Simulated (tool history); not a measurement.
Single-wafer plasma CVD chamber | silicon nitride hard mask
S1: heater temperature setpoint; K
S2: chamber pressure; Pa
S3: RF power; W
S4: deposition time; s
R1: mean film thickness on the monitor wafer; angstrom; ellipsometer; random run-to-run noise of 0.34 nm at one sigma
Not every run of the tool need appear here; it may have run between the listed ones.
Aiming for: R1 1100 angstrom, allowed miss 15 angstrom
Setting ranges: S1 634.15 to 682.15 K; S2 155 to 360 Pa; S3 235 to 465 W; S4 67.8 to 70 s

{"run": 1, "hour": 0.0, "S1": 658.15, "S2": 257, "S3": 350, "S4": 67.8, "R1": 968.35}
{"run": 2, "hour": 3.8, "S1": 652.15, "S2": 257, "S3": 350, "S4": 67.8, "R1": 974.86}
{"run": 3, "hour": 7.0, "S1": 659.15, "S2": 257, "S3": 350, "S4": 67.8, "R1": 970.34}
{"run": 4, "hour": 8.3, "S1": 653.15, "S2": 257, "S3": 350, "S4": 67.8, "R1": 974.97}
{"hour": 11.3, "done": "thermocouple changed; heater temperature recalibrated"}
{"run": 5, "hour": 11.3, "S1": 653.15, "S2": 257, "S3": 350, "S4": 67.8, "R1": 973.72}
{"run": 6, "hour": 15.3, "S1": 653.15, "S2": 257, "S3": 350, "S4": 70, "R1": 1003.9}
{"run": 7, "hour": 16.2, "S1": 653.15, "S2": 271, "S3": 350, "S4": 70, "R1": 1021.2}
{"run": 8, "hour": 22.5, "S1": 653.15, "S2": 283, "S3": 350, "S4": 70, "R1": 1024.8}
{"run": 9, "hour": 28.9, "S1": 653.15, "S2": 293, "S3": 355, "S4": 70, "R1": 1055.7}
{"run": 10, "hour": 34.2, "S1": 653.15, "S2": 300, "S3": 355, "S4": 70, "R1": 1064.6}
{"run": 11, "hour": 35.3, "S1": 653.15, "S2": 305, "S3": 355, "S4": 70, "R1": 1062.7}

Exactly one of the 5 candidate moves below puts every result within its allowed miss. Which one?
{"run": "A", "hour": 36.4, "S1": 656.15, "S2": 313, "S3": 375, "S4": 70, "R1": "?"}
{"run": "B", "hour": 36.4, "S1": 653.15, "S2": 304, "S3": 330, "S4": 70, "R1": "?"}
{"run": "C", "hour": 36.4, "S1": 651.15, "S2": 315, "S3": 370, "S4": 68.9, "R1": "?"}
{"run": "D", "hour": 36.4, "S1": 654.15, "S2": 316, "S3": 345, "S4": 67.8, "R1": "?"}
{"run": "E", "hour": 36.4, "S1": 645.15, "S2": 336, "S3": 335, "S4": 68.7, "R1": "?"}

move=A R1=1123.6
move=B R1=988.9
move=C R1=1096.3
move=D R1=1010.6
move=E R1=1013.9
A: moves the result that the last run missed by most past its target, out the other side
B: the biggest miss grows against the last run
C: all results land within tolerance of their targets
D: the biggest miss grows against the last run
E: the biggest miss grows against the last run
Move C is the one to make.
